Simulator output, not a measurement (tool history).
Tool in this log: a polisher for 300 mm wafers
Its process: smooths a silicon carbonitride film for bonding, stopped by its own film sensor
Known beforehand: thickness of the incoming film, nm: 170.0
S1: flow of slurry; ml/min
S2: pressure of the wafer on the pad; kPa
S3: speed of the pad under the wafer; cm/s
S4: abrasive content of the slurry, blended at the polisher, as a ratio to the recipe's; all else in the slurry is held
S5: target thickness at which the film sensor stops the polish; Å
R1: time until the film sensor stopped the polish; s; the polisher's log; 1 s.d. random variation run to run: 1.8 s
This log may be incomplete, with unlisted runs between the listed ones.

run 1 hour=0 | S1=195 S2=15.9 S3=112 S4=1 S5=1370 | R1=105.38
run 2 hour=3.1 | S1=195 S2=15.9 S3=128 S4=1 S5=1370 | R1=97.106
run 3 hour=10.1 | S1=195 S2=15.9 S3=140 S4=1 S5=1370 | R1=92.954
run 4 hour=15.5 | S1=195 S2=14.5 S3=138 S4=1 S5=1370 | R1=102.17
run 5 hour=17.2 | S1=195 S2=13.1 S3=136 S4=1 S5=1370 | R1=112.97
run 6 hour=18.3 | S1=195 S2=12.4 S3=136 S4=1 S5=1370 | R1=116.22

Estimate the outcome of run 7 from the log above:
run 7 hour=26 | S1=195 S2=12.4 S3=136 S4=1 S5=1370 | R1=?

R1: 119.2 s
